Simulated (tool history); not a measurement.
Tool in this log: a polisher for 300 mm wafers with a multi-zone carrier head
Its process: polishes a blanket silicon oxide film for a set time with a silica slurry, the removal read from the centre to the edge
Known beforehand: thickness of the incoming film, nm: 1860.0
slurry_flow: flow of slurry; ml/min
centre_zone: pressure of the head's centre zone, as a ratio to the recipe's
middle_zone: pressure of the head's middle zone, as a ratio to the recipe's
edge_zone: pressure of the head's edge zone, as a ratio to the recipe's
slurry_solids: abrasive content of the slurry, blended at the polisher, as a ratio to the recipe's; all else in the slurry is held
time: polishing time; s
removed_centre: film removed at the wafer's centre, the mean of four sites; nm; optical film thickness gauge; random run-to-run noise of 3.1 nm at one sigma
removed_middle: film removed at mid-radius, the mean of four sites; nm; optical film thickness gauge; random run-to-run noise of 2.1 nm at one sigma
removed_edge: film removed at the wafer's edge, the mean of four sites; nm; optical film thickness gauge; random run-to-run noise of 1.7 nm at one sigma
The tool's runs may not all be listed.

run  hour  slurry_flow  centre_zone  middle_zone  edge_zone  slurry_solids  time  removed_centre  removed_middle  removed_edge
  1   0.0          260         1.00         1.00       1.00           1.00    60          188.17          197.87        193.61
  2   6.6          260         1.00         1.00       1.00           0.90    60          178.66          185.90        184.12
  3  15.4          260         1.03         1.00       1.00           0.90    60          185.91          186.16        184.91
  4  24.0          270         1.06         1.04       1.03           0.95    60          201.11          196.21        193.78
  5  26.9          280         1.07         1.07       1.04           1.00    60          207.61          208.22        196.56
  6  35.2          285         1.08         1.09       1.06           1.05    60          210.04          216.41        207.06
  7  39.0          295         1.10         1.11       1.07           1.05    60          223.88          223.00        206.33

What will run 8 give?
  8  47.7          335         1.09         1.16       1.17           1.15    60               ?               ?             ?

Logged for run 8: removed_centre 229.09 nm, removed_middle 245.07 nm, removed_edge 226.29 nm.
